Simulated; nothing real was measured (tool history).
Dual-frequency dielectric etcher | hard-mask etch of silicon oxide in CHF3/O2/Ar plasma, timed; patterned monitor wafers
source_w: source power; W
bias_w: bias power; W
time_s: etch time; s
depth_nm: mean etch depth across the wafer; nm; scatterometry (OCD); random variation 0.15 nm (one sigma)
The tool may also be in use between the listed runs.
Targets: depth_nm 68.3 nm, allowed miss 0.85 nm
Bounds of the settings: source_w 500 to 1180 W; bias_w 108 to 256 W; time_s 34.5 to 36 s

run 1 hour=0 | source_w=840 bias_w=182 time_s=34.5 | depth_nm=75.988
run 2 hour=4.7 | source_w=800 bias_w=181 time_s=34.5 | depth_nm=74.692
run 3 hour=11.2 | source_w=800 bias_w=181 time_s=34.5 | depth_nm=74.755
run 4 hour=18.5 | source_w=800 bias_w=181 time_s=36 | depth_nm=77.944
run 5 hour=20 | source_w=750 bias_w=180 time_s=36 | depth_nm=76.191
run 6 hour=21 | source_w=750 bias_w=208 time_s=36 | depth_nm=79.357
run 7 hour=29.9 | source_w=580 bias_w=178 time_s=36 | depth_nm=69.884
run 8 hour=36.6 | source_w=570 bias_w=178 time_s=36 | depth_nm=69.092
run 9 hour=37.4 | source_w=570 bias_w=178 time_s=36 | depth_nm=69.365

Which of these 4 next moves meets every target?
run A hour=38.2 | source_w=650 bias_w=178 time_s=35 | depth_nm=?
run B hour=38.2 | source_w=530 bias_w=196 time_s=35.5 | depth_nm=?
run C hour=38.2 | source_w=660 bias_w=157 time_s=36 | depth_nm=?
run D hour=38.2 | source_w=590 bias_w=188 time_s=35.5 | depth_nm=?

move=A depth_nm=70.205
move=B depth_nm=68.426
move=C depth_nm=70.156
move=D depth_nm=70.019
A: further off than the last run
B: meets every target
C: further off than the last run
D: further off than the last run
Answer: B

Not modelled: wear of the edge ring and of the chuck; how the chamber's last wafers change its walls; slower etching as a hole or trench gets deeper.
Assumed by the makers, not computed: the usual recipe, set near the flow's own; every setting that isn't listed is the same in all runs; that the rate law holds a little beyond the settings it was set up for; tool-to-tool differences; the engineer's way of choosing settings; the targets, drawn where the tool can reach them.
